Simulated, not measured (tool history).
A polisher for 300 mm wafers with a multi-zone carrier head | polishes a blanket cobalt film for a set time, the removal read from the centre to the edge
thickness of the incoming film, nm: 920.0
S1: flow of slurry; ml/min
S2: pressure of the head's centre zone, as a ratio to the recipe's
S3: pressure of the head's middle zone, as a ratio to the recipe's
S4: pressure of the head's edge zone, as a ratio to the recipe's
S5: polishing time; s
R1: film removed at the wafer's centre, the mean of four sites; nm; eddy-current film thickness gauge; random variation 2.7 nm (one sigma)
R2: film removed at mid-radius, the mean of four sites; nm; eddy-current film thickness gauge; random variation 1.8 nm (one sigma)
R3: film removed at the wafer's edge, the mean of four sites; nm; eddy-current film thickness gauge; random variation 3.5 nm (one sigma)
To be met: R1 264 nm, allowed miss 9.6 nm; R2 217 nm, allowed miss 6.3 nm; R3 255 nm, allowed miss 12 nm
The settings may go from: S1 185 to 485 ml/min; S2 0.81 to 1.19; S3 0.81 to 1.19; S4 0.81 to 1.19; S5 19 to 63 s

| run | day | S1 | S2 | S3 | S4 | S5 | R1 | R2 | R3 |
|---|---|---|---|---|---|---|---|---|---|
| 1 | 0 | 310 | 1 | 1 | 1 | 41 | 176.77 | 174.49 | 175.8 |
| 2 | 0.212 | 380 | 1 | 1 | 1 | 41 | 177.49 | 177.54 | 176.81 |
| 3 | 0.529 | 440 | 1 | 1 | 1 | 41 | 183.96 | 179.13 | 174.88 |
| 4 | 0.629 | 440 | 1 | 1 | 0.95 | 41 | 179.89 | 178.84 | 178.82 |
| 5 | 0.675 | 440 | 1.06 | 1 | 0.95 | 41 | 192.76 | 179.99 | 173.52 |
| 6 | 0.917 | 375 | 1.06 | 1 | 0.95 | 41 | 188.81 | 177.71 | 173.96 |
| 7 | 1.142 | 300 | 1.14 | 0.91 | 1.05 | 52 | 248.39 | 206.08 | 223.3 |
| 8 | 1.446 | 300 | 1.14 | 0.91 | 1.05 | 52 | 251.64 | 203.16 | 229.1 |
| 9 | 1.525 | 300 | 1.14 | 0.91 | 1.05 | 52 | 247.25 | 204.12 | 228.49 |
| 10 | 1.633 | 300 | 1.15 | 0.91 | 1.08 | 53 | 249.55 | 207.77 | 232.58 |
| 11 | 1.771 | 300 | 1.15 | 0.9 | 1.09 | 54 | 259.12 | 210.64 | 233.23 |
| 12 | 2.117 | 270 | 1.14 | 0.89 | 1.06 | 55 | 256.26 | 211.04 | 244.35 |
| 13 | 2.154 | 265 | 1.14 | 0.89 | 1.06 | 56 | 262.52 | 213.21 | 240.4 |

4 next moves are on the table. One of them brings every result within its allowed miss. Which?
| A | 2.192 | 385 | 1.19 | 0.91 | 0.99 | 51 | ? | ? | ? |
| B | 2.192 | 235 | 1.19 | 0.96 | 1 | 54 | ? | ? | ? |
| C | 2.192 | 215 | 1.12 | 0.89 | 1.1 | 59 | ? | ? | ? |
| D | 2.192 | 285 | 1.17 | 0.93 | 1.08 | 53 | ? | ? | ? |

| move | R1 | R2 | R3 |
|---|---|---|---|
| A | 255.65 | 204.53 | 225.94 |
| B | 255.19 | 214.61 | 230.64 |
| C | 260.67 | 217.21 | 261.74 |
| D | 253.68 | 210.26 | 239.63 |
A: further off than the last run
B: further off than the last run
C: meets every target
D: further off than the last run
Answer: C
